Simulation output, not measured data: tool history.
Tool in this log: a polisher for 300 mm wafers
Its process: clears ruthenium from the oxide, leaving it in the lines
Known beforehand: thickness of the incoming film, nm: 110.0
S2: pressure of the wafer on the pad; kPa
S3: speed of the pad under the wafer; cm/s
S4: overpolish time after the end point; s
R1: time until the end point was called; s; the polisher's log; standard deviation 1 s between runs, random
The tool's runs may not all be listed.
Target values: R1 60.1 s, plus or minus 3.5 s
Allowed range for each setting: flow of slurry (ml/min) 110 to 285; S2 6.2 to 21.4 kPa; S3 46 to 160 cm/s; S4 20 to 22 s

{"run": 1, "day": 0.0, "flow of slurry (ml/min)": 180, "S2": 13.8, "S3": 102, "S4": 20, "R1": 89.713}
{"run": 2, "day": 0.258, "flow of slurry (ml/min)": 180, "S2": 11, "S3": 102, "S4": 20, "R1": 112.27}
{"run": 3, "day": 0.579, "flow of slurry (ml/min)": 180, "S2": 13.1, "S3": 104, "S4": 20, "R1": 92.34}
{"run": 4, "day": 0.95, "flow of slurry (ml/min)": 180, "S2": 13.1, "S3": 84, "S4": 20, "R1": 118.27}
{"run": 5, "day": 1.217, "flow of slurry (ml/min)": 180, "S2": 14.5, "S3": 84, "S4": 20, "R1": 103.85}
{"run": 6, "day": 1.542, "flow of slurry (ml/min)": 180, "S2": 14.5, "S3": 84, "S4": 20, "R1": 108.45}
{"day": 1.892, "done": "slurry nozzle cleaned"}
{"run": 7, "day": 1.892, "flow of slurry (ml/min)": 185, "S2": 18.6, "S3": 96, "S4": 20, "R1": 67.3}
{"run": 8, "day": 1.983, "flow of slurry (ml/min)": 185, "S2": 19.3, "S3": 96, "S4": 20, "R1": 69.125}
{"run": 9, "day": 2.204, "flow of slurry (ml/min)": 185, "S2": 20, "S3": 96, "S4": 20, "R1": 66.444}

Exercise: of the 4 proposed moves below, exactly one satisfies all targets within the stated allowed misses. Which move is it?
{"run": "A", "day": 2.425, "flow of slurry (ml/min)": 205, "S2": 15.2, "S3": 94, "S4": 22, "R1": "?"}
{"run": "B", "day": 2.425, "flow of slurry (ml/min)": 155, "S2": 21.4, "S3": 98, "S4": 20, "R1": "?"}
{"run": "C", "day": 2.425, "flow of slurry (ml/min)": 190, "S2": 17.2, "S3": 100, "S4": 20, "R1": "?"}
{"run": "D", "day": 2.425, "flow of slurry (ml/min)": 215, "S2": 20, "S3": 78, "S4": 21, "R1": "?"}

move=A R1=85.711
move=B R1=61.618
move=C R1=72.056
move=D R1=77.86
A: the biggest miss grows against the last run
B: every result within its allowed miss
C: the biggest miss grows against the last run
D: the biggest miss grows against the last run
B is the move that brings every result within its allowed miss.

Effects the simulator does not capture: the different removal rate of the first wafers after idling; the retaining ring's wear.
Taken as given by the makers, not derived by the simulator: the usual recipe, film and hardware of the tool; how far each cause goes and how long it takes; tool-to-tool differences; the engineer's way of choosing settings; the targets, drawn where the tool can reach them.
